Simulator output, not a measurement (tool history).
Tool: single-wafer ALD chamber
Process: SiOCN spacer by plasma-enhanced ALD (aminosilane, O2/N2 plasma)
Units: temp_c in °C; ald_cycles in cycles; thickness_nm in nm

run,day,temp_c,ald_cycles,thickness_nm
1,0.000,415,69,4.2109
2,0.367,411,70,4.3414
3,0.471,407,71,4.4431
4,0.554,407,65,4.0590
5,0.608,404,67,4.2406
6,0.667,397,67,4.3088

The next listed run, before its measurement:
7,0.958,396,69,?

thickness_nm: 4.4487 nm
